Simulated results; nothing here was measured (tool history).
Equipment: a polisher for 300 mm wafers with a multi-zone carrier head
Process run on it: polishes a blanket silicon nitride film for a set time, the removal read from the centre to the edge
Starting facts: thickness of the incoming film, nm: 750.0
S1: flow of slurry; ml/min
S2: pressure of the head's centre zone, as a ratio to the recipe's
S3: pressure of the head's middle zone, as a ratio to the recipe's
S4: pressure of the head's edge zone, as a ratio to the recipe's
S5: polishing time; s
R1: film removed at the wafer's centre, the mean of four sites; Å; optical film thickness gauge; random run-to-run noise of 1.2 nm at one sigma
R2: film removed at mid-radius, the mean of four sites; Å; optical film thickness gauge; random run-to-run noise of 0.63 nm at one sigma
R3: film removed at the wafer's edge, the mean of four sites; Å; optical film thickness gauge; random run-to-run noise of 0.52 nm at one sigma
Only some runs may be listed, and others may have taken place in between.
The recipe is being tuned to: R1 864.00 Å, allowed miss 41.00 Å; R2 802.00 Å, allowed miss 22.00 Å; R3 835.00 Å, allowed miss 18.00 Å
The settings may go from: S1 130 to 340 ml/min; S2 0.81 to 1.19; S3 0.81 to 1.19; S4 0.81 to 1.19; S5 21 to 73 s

run,day,S1,S2,S3,S4,S5,R1,R2,R3
1,0.000,220,1.00,1.00,1.00,47,567.60,571.05,562.22
2,0.342,200,1.00,1.00,1.00,47,559.13,569.35,564.32
3,0.496,200,1.00,1.00,1.00,41,493.41,499.53,487.76
4,0.767,200,0.94,1.00,1.00,41,466.72,494.40,486.65
5,0.829,175,0.94,1.00,1.00,41,453.10,479.99,482.27
6,0.921,180,0.97,1.00,1.02,44,506.75,515.62,515.91
7,1.029,190,0.98,1.00,1.04,47,545.12,563.99,568.12
8,1.308,200,1.01,1.00,1.06,49,591.41,604.25,605.26
9,1.412,210,1.03,0.99,1.08,51,614.44,622.15,639.85
10,1.567,215,1.06,0.99,1.09,53,660.51,634.80,661.75
11,1.746,220,1.07,1.00,1.10,54,691.63,664.28,685.96
12,2.004,225,1.08,1.00,1.11,55,735.47,680.25,698.11
13,2.142,230,1.08,1.00,1.12,56,730.97,694.55,706.35
14,2.171,225,1.09,1.00,1.12,57,742.84,702.29,729.07
15,2.329,230,1.10,1.00,1.13,58,768.41,725.28,744.86
16,2.612,235,1.10,1.00,1.14,59,766.61,732.94,762.48
17,2.758,235,1.11,1.00,1.14,60,802.58,740.82,768.33
18,2.979,235,1.11,1.00,1.15,61,819.94,760.54,799.70
19,3.062,240,1.11,1.00,1.16,61,812.65,760.71,798.67
20,3.196,240,1.12,1.01,1.17,62,851.33,783.48,813.31

Exercise: of the 5 proposed moves below, exactly one satisfies all targets within the stated allowed misses. Which move is it?
A,3.329,160,1.16,1.05,1.10,63,?,?,?
B,3.329,230,1.17,1.12,1.17,59,?,?,?
C,3.329,260,1.02,1.01,0.99,65,?,?,?
D,3.329,235,1.10,0.98,1.10,66,?,?,?
E,3.329,240,1.11,0.97,1.17,62,?,?,?

move,R1,R2,R3
A,827.67,755.68,763.39
B,836.65,787.92,770.80
C,845.67,820.42,793.18
D,895.39,805.22,839.24
E,849.43,753.09,814.77
A: moves away from the targets compared with the last run
B: moves away from the targets compared with the last run
C: moves away from the targets compared with the last run
D: every result within its allowed miss
E: moves away from the targets compared with the last run
The move that meets every target is D.
